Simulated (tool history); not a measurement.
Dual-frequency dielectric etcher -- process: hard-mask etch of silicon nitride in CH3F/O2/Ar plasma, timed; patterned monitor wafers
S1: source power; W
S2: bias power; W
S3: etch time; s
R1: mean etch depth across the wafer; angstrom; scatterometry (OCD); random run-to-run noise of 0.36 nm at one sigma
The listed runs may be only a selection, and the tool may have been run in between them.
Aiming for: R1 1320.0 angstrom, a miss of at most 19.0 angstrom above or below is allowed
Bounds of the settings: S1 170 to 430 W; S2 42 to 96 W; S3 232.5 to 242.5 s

Run 1, hour 0.0: S1 300 W, S2 69 W, S3 232.5 s. Result: R1 1523.8 angstrom.
Run 2, hour 6.1: S1 260 W, S2 68 W, S3 232.5 s. Result: R1 1420.1 angstrom.
Run 3, hour 12.2: S1 260 W, S2 68 W, S3 232.5 s. Result: R1 1423.1 angstrom.
Run 4, hour 12.8: S1 260 W, S2 68 W, S3 242.5 s. Result: R1 1490.8 angstrom.
Run 5, hour 14.8: S1 240 W, S2 68 W, S3 242.5 s. Result: R1 1430.3 angstrom.
Run 6, hour 21.8: S1 230 W, S2 68 W, S3 242.5 s. Result: R1 1400.8 angstrom.
Run 7, hour 30.5: S1 180 W, S2 67 W, S3 242.5 s. Result: R1 1236.4 angstrom.
Run 8, hour 33.0: S1 190 W, S2 67 W, S3 242.5 s. Result: R1 1269.2 angstrom.

Of the 4 settings listed for the next run, only one would bring every result within its allowed miss of target. Which one?
Run A, hour 35.5: S1 180 W, S2 70 W, S3 242.5 s. Result: R1 ?.
Run B, hour 35.5: S1 230 W, S2 53 W, S3 234.0 s. Result: R1 ?.
Run C, hour 35.5: S1 220 W, S2 63 W, S3 239.5 s. Result: R1 ?.
Run D, hour 35.5: S1 180 W, S2 65 W, S3 242.5 s. Result: R1 ?.

move      R1
   A  1253.4
   B  1232.1
   C  1314.5
   D  1218.5
A: misses by more than the last run did
B: misses by more than the last run did
C: hits every target within its allowed miss
D: misses by more than the last run did
C is the move that brings every result within its allowed miss.

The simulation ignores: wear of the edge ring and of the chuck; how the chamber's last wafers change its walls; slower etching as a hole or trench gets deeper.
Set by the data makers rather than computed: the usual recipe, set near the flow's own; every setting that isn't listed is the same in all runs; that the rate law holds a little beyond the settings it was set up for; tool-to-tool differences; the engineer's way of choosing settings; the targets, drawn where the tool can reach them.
